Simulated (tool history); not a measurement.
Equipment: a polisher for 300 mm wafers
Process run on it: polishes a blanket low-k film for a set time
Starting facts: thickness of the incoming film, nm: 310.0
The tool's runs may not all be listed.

run,hour,flow of slurry (ml/min),pressure of the wafer on the pad (psi),speed of the pad under the wafer (m/s),abrasive content of the slurry,polishing time (s),film removed (angstrom)
1,0,305,2.1,1.14,1,18,78.664
2,4.9,305,2.1,1.14,1,16,72.329
3,6.2,305,1.8,1.12,1,16,62.086
4,12.7,305,1.8,1.12,0.9,16,59.506
5,16.7,305,1.7,1.12,0.9,16,57.875
6,22.6,305,1.7,1.12,1,16,59.127
7,23.9,305,1.6,1.12,1,16,56.44

Run 8 is up next; what results do you expect?
8,26.1,305,1.2,1.1,1,16,?

Run 8 yielded film removed (angstrom) 44.333.

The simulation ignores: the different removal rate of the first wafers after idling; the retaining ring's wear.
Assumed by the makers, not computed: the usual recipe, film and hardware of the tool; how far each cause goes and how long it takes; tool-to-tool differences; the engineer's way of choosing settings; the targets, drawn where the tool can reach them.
